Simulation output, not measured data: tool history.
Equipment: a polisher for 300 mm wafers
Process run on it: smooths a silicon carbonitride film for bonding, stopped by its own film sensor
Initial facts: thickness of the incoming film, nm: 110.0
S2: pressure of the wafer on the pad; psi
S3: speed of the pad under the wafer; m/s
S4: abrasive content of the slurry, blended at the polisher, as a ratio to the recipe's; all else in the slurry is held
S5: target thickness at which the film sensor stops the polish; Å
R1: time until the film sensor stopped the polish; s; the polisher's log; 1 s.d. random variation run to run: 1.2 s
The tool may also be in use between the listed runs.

{"run": 1, "hour": 0.0, "flow of slurry (ml/min)": 280, "S2": 2.5, "S3": 1.16, "S4": 1.0, "S5": 740, "R1": 87.605}
{"run": 2, "hour": 7.8, "flow of slurry (ml/min)": 230, "S2": 2.5, "S3": 1.16, "S4": 1.0, "S5": 740, "R1": 89.682}
{"run": 3, "hour": 11.4, "flow of slurry (ml/min)": 230, "S2": 2.5, "S3": 1.32, "S4": 1.0, "S5": 740, "R1": 83.946}
{"run": 4, "hour": 17.1, "flow of slurry (ml/min)": 230, "S2": 2.5, "S3": 1.32, "S4": 1.0, "S5": 720, "R1": 86.047}
{"run": 5, "hour": 21.6, "flow of slurry (ml/min)": 230, "S2": 2.2, "S3": 1.32, "S4": 1.0, "S5": 720, "R1": 96.253}
{"run": 6, "hour": 26.2, "flow of slurry (ml/min)": 230, "S2": 2.2, "S3": 1.32, "S4": 1.1, "S5": 720, "R1": 93.05}

What will run 7 give?
{"run": 7, "hour": 30.6, "flow of slurry (ml/min)": 230, "S2": 2.0, "S3": 1.32, "S4": 1.1, "S5": 720, "R1": "?"}

Run 7 yielded R1 99.866 s.
